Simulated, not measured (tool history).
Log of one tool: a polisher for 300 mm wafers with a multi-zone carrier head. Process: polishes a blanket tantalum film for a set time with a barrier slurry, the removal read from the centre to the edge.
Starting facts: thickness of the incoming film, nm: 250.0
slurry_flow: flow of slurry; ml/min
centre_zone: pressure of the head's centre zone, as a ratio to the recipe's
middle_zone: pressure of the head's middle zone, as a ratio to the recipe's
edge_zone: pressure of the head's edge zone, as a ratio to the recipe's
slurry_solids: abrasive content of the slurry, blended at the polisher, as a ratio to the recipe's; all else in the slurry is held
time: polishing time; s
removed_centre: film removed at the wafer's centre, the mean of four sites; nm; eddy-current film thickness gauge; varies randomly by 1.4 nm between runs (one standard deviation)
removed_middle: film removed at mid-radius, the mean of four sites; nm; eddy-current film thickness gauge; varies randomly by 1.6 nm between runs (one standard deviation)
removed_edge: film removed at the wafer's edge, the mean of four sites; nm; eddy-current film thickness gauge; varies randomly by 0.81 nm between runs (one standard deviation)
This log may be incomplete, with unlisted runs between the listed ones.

{"run": 1, "hour": 0.0, "slurry_flow": 270, "centre_zone": 1.0, "middle_zone": 1.0, "edge_zone": 1.0, "slurry_solids": 1.0, "time": 58, "removed_centre": 74.173, "removed_middle": 78.104, "removed_edge": 76.123}
{"run": 2, "hour": 4.9, "slurry_flow": 275, "centre_zone": 1.03, "middle_zone": 1.0, "edge_zone": 1.03, "slurry_solids": 1.1, "time": 60, "removed_centre": 80.394, "removed_middle": 81.719, "removed_edge": 82.043}
{"run": 3, "hour": 11.7, "slurry_flow": 275, "centre_zone": 1.03, "middle_zone": 0.97, "edge_zone": 1.03, "slurry_solids": 1.1, "time": 60, "removed_centre": 83.035, "removed_middle": 79.378, "removed_edge": 81.846}
{"run": 4, "hour": 19.5, "slurry_flow": 275, "centre_zone": 1.03, "middle_zone": 0.97, "edge_zone": 1.03, "slurry_solids": 1.1, "time": 47, "removed_centre": 64.866, "removed_middle": 62.657, "removed_edge": 65.215}
{"run": 5, "hour": 22.2, "slurry_flow": 275, "centre_zone": 1.03, "middle_zone": 0.97, "edge_zone": 1.03, "slurry_solids": 0.9, "time": 47, "removed_centre": 60.259, "removed_middle": 58.492, "removed_edge": 61.253}
{"run": 6, "hour": 24.7, "slurry_flow": 275, "centre_zone": 1.03, "middle_zone": 0.97, "edge_zone": 0.95, "slurry_solids": 0.9, "time": 47, "removed_centre": 60.709, "removed_middle": 60.075, "removed_edge": 58.646}
{"run": 7, "hour": 30.0, "slurry_flow": 310, "centre_zone": 1.13, "middle_zone": 1.05, "edge_zone": 1.05, "slurry_solids": 1.15, "time": 63, "removed_centre": 95.996, "removed_middle": 92.917, "removed_edge": 89.504}
{"run": 8, "hour": 32.7, "slurry_flow": 330, "centre_zone": 1.18, "middle_zone": 1.03, "edge_zone": 1.15, "slurry_solids": 1.4, "time": 67, "removed_centre": 112.53, "removed_middle": 100.7, "removed_edge": 103.95}

Forecast run 9:
{"run": 9, "hour": 40.2, "slurry_flow": 330, "centre_zone": 1.18, "middle_zone": 1.03, "edge_zone": 1.16, "slurry_solids": 1.4, "time": 68, "removed_centre": "?", "removed_middle": "?", "removed_edge": "?"}

Run 9 gave removed_centre 117.900 nm, removed_middle 102.820 nm, removed_edge 106.400 nm.

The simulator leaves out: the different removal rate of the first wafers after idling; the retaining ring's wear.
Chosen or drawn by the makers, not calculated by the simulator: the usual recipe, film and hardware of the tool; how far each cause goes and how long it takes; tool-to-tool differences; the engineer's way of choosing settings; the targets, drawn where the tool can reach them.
